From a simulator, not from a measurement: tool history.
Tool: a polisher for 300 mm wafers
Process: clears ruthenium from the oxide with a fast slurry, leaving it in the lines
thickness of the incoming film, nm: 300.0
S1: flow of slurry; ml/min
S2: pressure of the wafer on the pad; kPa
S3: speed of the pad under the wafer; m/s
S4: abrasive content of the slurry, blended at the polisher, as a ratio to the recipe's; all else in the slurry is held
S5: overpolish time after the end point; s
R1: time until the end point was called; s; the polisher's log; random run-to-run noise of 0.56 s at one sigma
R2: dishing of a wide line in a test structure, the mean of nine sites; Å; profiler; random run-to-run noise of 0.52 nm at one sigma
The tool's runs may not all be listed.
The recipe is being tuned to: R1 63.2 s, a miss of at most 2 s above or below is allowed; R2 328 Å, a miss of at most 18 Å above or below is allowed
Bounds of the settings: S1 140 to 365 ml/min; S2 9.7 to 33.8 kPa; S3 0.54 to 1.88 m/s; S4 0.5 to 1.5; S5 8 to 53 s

run  hour   S1    S2    S3    S4  S5      R1      R2
  1     0  235  21.4   1.2     1  27  51.957  1128.3
  2   4.7  235  21.4  1.06     1  27  59.067  980.15
  3   9.6  245  21.4     1  1.05  25  59.068  934.05
  4  17.2  245  21.4     1  0.85  25  67.964  844.13
  5  23.4  245  21.4     1   0.7  25  75.701  781.67
  6  25.8  245  26.2     1   0.7  25  62.127  916.76
  7  34.7  245  24.8  0.98   0.8  23  62.581  872.76
  8  38.5  250  22.8  0.98   0.9  21  62.554  764.18
  9  44.6  265  21.4  0.98     1  19  61.842  724.78
 10    51  280    20  0.96  1.05  18  65.064  664.36
 11  58.7  290  19.3  0.94   1.1  17    67.3  613.17
 12  59.9  355  13.1  1.04  1.35   8  79.828  263.24
 13  68.4  355  13.8  1.04  1.35   8   75.13  275.73
 14    70  355  14.5  1.04  1.35   8  72.883  286.27
 15  71.5  355  15.9  1.04  1.35   8  66.117   318.9

Exercise: of the 4 proposed moves below, exactly one satisfies all targets within the stated allowed misses. Which move is it?
  A    73  350  15.9     1   1.3   8   ?   ?
  B    73  365  13.1  1.28  1.15   8   ?   ?
  C    73  325  17.2  0.92   1.5   8   ?   ?
  D    73  365  15.9  1.04   1.5   8   ?   ?

move      R1      R2
   A  69.746  301.09
   B  69.618  301.61
   C  66.196   316.2
   D  63.255  329.92
A: its largest miss is bigger than the last run's
B: its largest miss is bigger than the last run's
C: just as far off the targets as the last run
D: every result within its allowed miss
The right move is D.
